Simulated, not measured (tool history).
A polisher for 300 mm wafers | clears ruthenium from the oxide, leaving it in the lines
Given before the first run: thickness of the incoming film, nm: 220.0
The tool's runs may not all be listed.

run,hour,flow of slurry (ml/min),pressure of the wafer on the pad (kPa),speed of the pad under the wafer (cm/s),overpolish time after the end point (s),time until the end point was called (s)
1,0,185,17.9,110,7,117.49
2,1.7,185,15.2,110,7,136.17
3,7.6,220,15.2,110,7,136.21
4,11.4,220,15.2,110,6,135.89
5,16.7,220,17.9,112,6,114.7
6,17.8,220,17.9,112,7,112.89
7,19.8,220,17.9,112,7,115.38
8,25.7,220,20,114,7,100.33
9,27.8,220,21.4,116,7,92.313
10,32,220,22.1,118,7,88.809

What will run 11 give?
11,37,220,22.8,120,7,?

{"run 11": {"time until the end point was called (s)": 84.96}}

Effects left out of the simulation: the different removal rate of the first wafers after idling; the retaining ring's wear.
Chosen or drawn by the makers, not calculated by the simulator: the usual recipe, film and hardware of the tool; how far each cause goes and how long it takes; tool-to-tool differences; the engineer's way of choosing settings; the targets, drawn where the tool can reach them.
